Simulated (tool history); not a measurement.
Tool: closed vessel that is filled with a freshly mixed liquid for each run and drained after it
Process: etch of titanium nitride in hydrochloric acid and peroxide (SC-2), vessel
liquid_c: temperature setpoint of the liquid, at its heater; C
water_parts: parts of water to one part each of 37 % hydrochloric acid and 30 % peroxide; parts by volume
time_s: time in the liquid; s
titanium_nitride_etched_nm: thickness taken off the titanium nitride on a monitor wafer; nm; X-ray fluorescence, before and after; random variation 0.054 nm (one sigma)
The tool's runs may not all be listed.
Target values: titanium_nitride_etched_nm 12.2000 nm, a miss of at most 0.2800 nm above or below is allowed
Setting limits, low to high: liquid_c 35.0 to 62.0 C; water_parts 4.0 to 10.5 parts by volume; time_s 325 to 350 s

run,hour,liquid_c,water_parts,time_s,titanium_nitride_etched_nm
1,0.0,46.0,5.5,325,8.4746
2,7.9,46.0,7.0,325,6.9916
3,12.9,48.0,7.0,325,7.9318
4,22.1,50.0,7.0,325,9.1006
5,27.9,43.5,7.0,325,5.8755
6,32.0,41.0,7.0,325,4.9725
7,36.8,44.5,7.0,325,6.3218
8,39.7,47.0,7.0,325,7.5079
9,42.7,55.0,7.0,325,12.7590

Pick the move, out of 4, that brings all results within their allowed miss; only one does.
A,45.7,55.5,7.0,325,?
B,45.7,52.5,6.5,345,?
C,45.7,57.5,8.5,325,?
D,45.7,53.5,6.0,325,?

move,titanium_nitride_etched_nm
A,13.1820
B,12.1900
C,12.8440
D,13.0260
A: its largest miss is bigger than the last run's
B: all results in spec
C: its largest miss is bigger than the last run's
D: its largest miss is bigger than the last run's
The move that meets every target is B.
